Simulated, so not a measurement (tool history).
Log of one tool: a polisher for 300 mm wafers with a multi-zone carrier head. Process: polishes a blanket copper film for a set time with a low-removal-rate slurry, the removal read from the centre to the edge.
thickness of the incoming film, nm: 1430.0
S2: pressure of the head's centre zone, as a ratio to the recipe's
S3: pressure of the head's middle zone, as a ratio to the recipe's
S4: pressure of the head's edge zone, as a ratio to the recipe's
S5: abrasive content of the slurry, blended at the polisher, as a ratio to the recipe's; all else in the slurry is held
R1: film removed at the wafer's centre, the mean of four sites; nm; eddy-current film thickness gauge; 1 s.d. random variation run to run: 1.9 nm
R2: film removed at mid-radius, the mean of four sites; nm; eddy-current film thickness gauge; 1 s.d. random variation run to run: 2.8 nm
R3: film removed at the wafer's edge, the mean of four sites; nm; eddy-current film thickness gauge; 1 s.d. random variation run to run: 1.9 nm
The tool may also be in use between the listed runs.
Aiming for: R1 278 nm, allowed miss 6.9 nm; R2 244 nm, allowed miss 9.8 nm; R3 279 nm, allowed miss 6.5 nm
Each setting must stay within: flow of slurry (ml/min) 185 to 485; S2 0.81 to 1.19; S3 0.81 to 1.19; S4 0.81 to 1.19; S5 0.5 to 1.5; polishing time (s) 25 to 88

run 1 hour=0 | flow_of_slurry_(ml/min)=310 S2=1 S3=1 S4=1 S5=1 polishing_time_(s)=56 | R1=213.64 R2=214.04 R3=206.51
run 2 hour=5.6 | flow_of_slurry_(ml/min)=315 S2=1.01 S3=0.98 S4=1.05 S5=1.15 polishing_time_(s)=58 | R1=229.91 R2=220.27 R3=227.13
run 3 hour=10 | flow_of_slurry_(ml/min)=315 S2=1.01 S3=0.98 S4=1.05 S5=1 polishing_time_(s)=58 | R1=220.19 R2=218.87 R3=218.77
run 4 hour=13.5 | flow_of_slurry_(ml/min)=315 S2=1.01 S3=0.98 S4=1.05 S5=1 polishing_time_(s)=65 | R1=247.98 R2=242.25 R3=247.55
run 5 hour=18.8 | flow_of_slurry_(ml/min)=315 S2=1.01 S3=0.98 S4=1.05 S5=1.1 polishing_time_(s)=65 | R1=248 R2=245.08 R3=249.31
run 6 hour=20.9 | flow_of_slurry_(ml/min)=315 S2=1.01 S3=0.98 S4=1.05 S5=1.1 polishing_time_(s)=54 | R1=209.15 R2=204.29 R3=210.8
run 7 hour=24.4 | flow_of_slurry_(ml/min)=340 S2=1.09 S3=0.92 S4=1.15 S5=1.35 polishing_time_(s)=63 | R1=273.92 R2=235.22 R3=264.34
run 8 hour=28.8 | flow_of_slurry_(ml/min)=345 S2=1.08 S3=0.92 S4=1.16 S5=1.4 polishing_time_(s)=63 | R1=273.41 R2=237.15 R3=271.26
run 9 hour=30.2 | flow_of_slurry_(ml/min)=350 S2=1.08 S3=0.93 S4=1.17 S5=1.4 polishing_time_(s)=63 | R1=278.29 R2=240.94 R3=270.87

Of the 5 settings listed for the next run, only one would bring every result within its allowed miss of target. Which one?
run A hour=31.6 | flow_of_slurry_(ml/min)=340 S2=1.17 S3=0.85 S4=1.05 S5=1.4 polishing_time_(s)=65 | R1=? R2=? R3=?
run B hour=31.6 | flow_of_slurry_(ml/min)=355 S2=0.99 S3=0.84 S4=1.11 S5=1.35 polishing_time_(s)=70 | R1=? R2=? R3=?
run C hour=31.6 | flow_of_slurry_(ml/min)=405 S2=1.08 S3=0.96 S4=1.09 S5=1 polishing_time_(s)=66 | R1=? R2=? R3=?
run D hour=31.6 | flow_of_slurry_(ml/min)=235 S2=1.09 S3=0.93 S4=1.19 S5=1.5 polishing_time_(s)=65 | R1=? R2=? R3=?
run E hour=31.6 | flow_of_slurry_(ml/min)=235 S2=1.19 S3=1.01 S4=1.19 S5=1.4 polishing_time_(s)=62 | R1=? R2=? R3=?

move=A R1=303.72 R2=229.34 R3=265.9
move=B R1=281.17 R2=243.88 R3=293.17
move=C R1=273.65 R2=245.04 R3=260.37
move=D R1=278.32 R2=241.98 R3=279.58
move=E R1=283.34 R2=243.93 R3=262.78
A: its largest miss is bigger than the last run's
B: takes the result that was furthest off past its target
C: its largest miss is bigger than the last run's
D: hits every target within its allowed miss
E: its largest miss is bigger than the last run's
D meets every target.

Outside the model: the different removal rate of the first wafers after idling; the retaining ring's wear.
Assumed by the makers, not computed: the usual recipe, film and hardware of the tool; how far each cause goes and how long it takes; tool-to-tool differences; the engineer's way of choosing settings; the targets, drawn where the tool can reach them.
